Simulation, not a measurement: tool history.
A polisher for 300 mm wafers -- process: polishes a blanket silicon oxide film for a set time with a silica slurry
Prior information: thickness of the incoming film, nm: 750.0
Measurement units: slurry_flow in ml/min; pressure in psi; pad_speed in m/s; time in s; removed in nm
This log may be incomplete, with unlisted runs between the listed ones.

{"run": 1, "hour": 0.0, "slurry_flow": 155, "pressure": 3, "pad_speed": 1.32, "slurry_solids": 1, "time": 76, "removed": 152.34}
{"run": 2, "hour": 7.7, "slurry_flow": 155, "pressure": 3, "pad_speed": 1.32, "slurry_solids": 1.15, "time": 76, "removed": 161.51}
{"run": 3, "hour": 8.7, "slurry_flow": 155, "pressure": 3.7, "pad_speed": 1.32, "slurry_solids": 1.15, "time": 76, "removed": 201.65}
{"run": 4, "hour": 11.6, "slurry_flow": 155, "pressure": 3.7, "pad_speed": 1.12, "slurry_solids": 1.15, "time": 76, "removed": 177.16}
{"run": 5, "hour": 14.0, "slurry_flow": 155, "pressure": 4, "pad_speed": 1.24, "slurry_solids": 1.15, "time": 76, "removed": 203.92}
{"run": 6, "hour": 16.0, "slurry_flow": 190, "pressure": 4, "pad_speed": 1.24, "slurry_solids": 1.15, "time": 76, "removed": 208.06}
{"run": 7, "hour": 22.3, "slurry_flow": 190, "pressure": 4.2, "pad_speed": 1.36, "slurry_solids": 1.15, "time": 76, "removed": 242.77}

What does the tool deliver on the next run?
{"run": 8, "hour": 28.4, "slurry_flow": 195, "pressure": 4.6, "pad_speed": 1.62, "slurry_solids": 1.2, "time": 76, "removed": "?"}

removed: 301.38 nm
